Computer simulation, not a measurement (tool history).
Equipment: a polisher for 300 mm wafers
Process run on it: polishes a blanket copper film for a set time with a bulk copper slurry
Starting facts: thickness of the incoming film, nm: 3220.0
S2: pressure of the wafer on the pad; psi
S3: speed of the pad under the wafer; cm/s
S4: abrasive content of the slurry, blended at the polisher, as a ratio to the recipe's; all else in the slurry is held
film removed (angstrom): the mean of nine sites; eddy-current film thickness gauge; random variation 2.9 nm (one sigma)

{"run": 1, "hour": 0.0, "flow of slurry (ml/min)": 260, "S2": 3, "S3": 124, "S4": 1, "polishing time (s)": 58, "film removed (angstrom)": 6590.8}
{"run": 2, "hour": 8.5, "flow of slurry (ml/min)": 260, "S2": 2.7, "S3": 118, "S4": 1, "polishing time (s)": 58, "film removed (angstrom)": 5883.5}
{"run": 3, "hour": 11.9, "flow of slurry (ml/min)": 260, "S2": 2.5, "S3": 110, "S4": 1, "polishing time (s)": 58, "film removed (angstrom)": 5284.5}
{"run": 4, "hour": 19.8, "flow of slurry (ml/min)": 260, "S2": 2.5, "S3": 138, "S4": 1, "polishing time (s)": 58, "film removed (angstrom)": 6612.5}
{"run": 5, "hour": 22.2, "flow of slurry (ml/min)": 260, "S2": 2.5, "S3": 154, "S4": 1, "polishing time (s)": 58, "film removed (angstrom)": 7282.8}
{"run": 6, "hour": 25.1, "flow of slurry (ml/min)": 260, "S2": 2.5, "S3": 154, "S4": 0.85, "polishing time (s)": 58, "film removed (angstrom)": 7087.6}
{"run": 7, "hour": 32.2, "flow of slurry (ml/min)": 260, "S2": 2.3, "S3": 140, "S4": 0.85, "polishing time (s)": 58, "film removed (angstrom)": 6096.6}
{"run": 8, "hour": 39.3, "flow of slurry (ml/min)": 260, "S2": 2.1, "S3": 128, "S4": 0.85, "polishing time (s)": 58, "film removed (angstrom)": 5384.4}
{"run": 9, "hour": 45.7, "flow of slurry (ml/min)": 255, "S2": 1.4, "S3": 92, "S4": 0.75, "polishing time (s)": 57, "film removed (angstrom)": 3093.9}

Expected results for the next run?
{"run": 10, "hour": 47.7, "flow of slurry (ml/min)": 255, "S2": 1.4, "S3": 90, "S4": 0.75, "polishing time (s)": 57, "film removed (angstrom)": "?"}

Run 10 came out at film removed (angstrom) 3007.
